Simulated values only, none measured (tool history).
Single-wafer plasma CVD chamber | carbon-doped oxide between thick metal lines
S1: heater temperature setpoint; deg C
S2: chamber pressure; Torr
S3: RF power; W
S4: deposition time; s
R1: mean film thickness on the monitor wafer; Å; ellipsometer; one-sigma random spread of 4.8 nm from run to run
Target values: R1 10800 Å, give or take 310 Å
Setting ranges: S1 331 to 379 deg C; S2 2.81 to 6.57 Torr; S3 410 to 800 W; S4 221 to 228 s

run 1 hour=0.0 | S1=355 S2=4.69 S3=605 S4=221 | R1=12897
run 2 hour=4.8 | S1=355 S2=4.69 S3=645 S4=221 | R1=13471
run 3 hour=9.8 | S1=355 S2=4.69 S3=645 S4=228 | R1=13839
run 4 hour=16.2 | S1=355 S2=4.69 S3=645 S4=221 | R1=13406
run 5 hour=18.0 | S1=347 S2=4.69 S3=645 S4=221 | R1=13624
run 6 hour=24.4 | S1=339 S2=4.69 S3=645 S4=221 | R1=14002
run 7 hour=32.0 | S1=341 S2=4.48 S3=610 S4=221 | R1=13514
run 8 hour=40.4 | S1=344 S2=4.38 S3=575 S4=221 | R1=12808
run 9 hour=46.1 | S1=346 S2=4.25 S3=550 S4=221 | R1=12318
run 10 hour=54.8 | S1=347 S2=4.10 S3=535 S4=221 | R1=12148
run 11 hour=61.6 | S1=348 S2=4.02 S3=520 S4=221 | R1=11774
run 12 hour=65.9 | S1=349 S2=3.90 S3=510 S4=221 | R1=11614
run 13 hour=72.3 | S1=350 S2=3.81 S3=505 S4=221 | R1=11483
run 14 hour=77.2 | S1=351 S2=3.73 S3=500 S4=221 | R1=11349
run 15 hour=81.3 | S1=352 S2=3.66 S3=495 S4=221 | R1=11160

4 next moves are on the table. One of them brings every result within its allowed miss. Which?
run A hour=85.4 | S1=344 S2=3.72 S3=450 S4=221 | R1=?
run B hour=85.4 | S1=346 S2=3.73 S3=505 S4=224 | R1=?
run C hour=85.4 | S1=359 S2=3.98 S3=555 S4=221 | R1=?
run D hour=85.4 | S1=347 S2=3.42 S3=530 S4=225 | R1=?

move=A R1=10930
move=B R1=11761
move=C R1=11927
move=D R1=11967
A: each result inside its tolerance
B: the biggest miss grows against the last run
C: the biggest miss grows against the last run
D: the biggest miss grows against the last run
Move A is the one to make.
